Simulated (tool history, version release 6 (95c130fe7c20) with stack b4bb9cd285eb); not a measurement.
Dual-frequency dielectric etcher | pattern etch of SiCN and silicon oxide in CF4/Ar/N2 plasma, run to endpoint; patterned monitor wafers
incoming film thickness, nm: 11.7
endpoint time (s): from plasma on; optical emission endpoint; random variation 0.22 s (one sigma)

run,day,source power (kW),bias power (kW),Ar flow (sccm),CF4 flow (sccm),endpoint time (s)
1,0.000,0.460,0.056,108,62,16.050
2,0.333,0.460,0.056,92,62,15.241
3,0.604,0.460,0.056,92,54,15.943
4,0.917,0.460,0.056,92,44,16.093
5,0.983,0.440,0.055,93,44,17.399
6,1.150,0.420,0.055,93,44,18.399

Run 7 comes next. What will it give?
7,1.196,0.410,0.055,93,44,?

endpoint time (s): 19.244

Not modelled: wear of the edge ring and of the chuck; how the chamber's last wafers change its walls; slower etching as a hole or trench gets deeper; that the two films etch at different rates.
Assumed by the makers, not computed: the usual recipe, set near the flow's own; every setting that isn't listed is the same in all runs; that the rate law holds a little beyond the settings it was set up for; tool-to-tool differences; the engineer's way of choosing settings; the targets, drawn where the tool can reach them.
